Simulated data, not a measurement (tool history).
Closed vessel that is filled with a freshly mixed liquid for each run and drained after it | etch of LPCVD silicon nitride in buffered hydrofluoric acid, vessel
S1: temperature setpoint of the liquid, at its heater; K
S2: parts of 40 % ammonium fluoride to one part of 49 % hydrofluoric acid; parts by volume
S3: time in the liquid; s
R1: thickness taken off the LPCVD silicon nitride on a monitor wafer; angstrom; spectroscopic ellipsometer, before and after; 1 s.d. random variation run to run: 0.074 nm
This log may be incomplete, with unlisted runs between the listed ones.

run 1 hour=0.0 | S1=297.15 S2=9.5 S3=440 | R1=59.255
run 2 hour=6.5 | S1=298.15 S2=9.0 S3=440 | R1=65.431
run 3 hour=9.6 | S1=298.15 S2=9.0 S3=440 | R1=64.921
run 4 hour=15.7 | S1=298.15 S2=9.0 S3=440 | R1=65.743
run 5 hour=18.9 | S1=298.15 S2=10.0 S3=440 | R1=61.147
run 6 hour=19.8 | S1=298.15 S2=10.0 S3=440 | R1=61.151
run 7 hour=24.8 | S1=298.15 S2=10.0 S3=440 | R1=61.157
run 8 hour=33.0 | S1=299.15 S2=9.5 S3=440 | R1=66.512
run 9 hour=41.0 | S1=300.15 S2=9.0 S3=440 | R1=73.663

Run 10 has not been measured yet. What should we expect?
run 10 hour=46.5 | S1=304.15 S2=6.5 S3=440 | R1=?

{"run 10": {"R1": 124.27}}
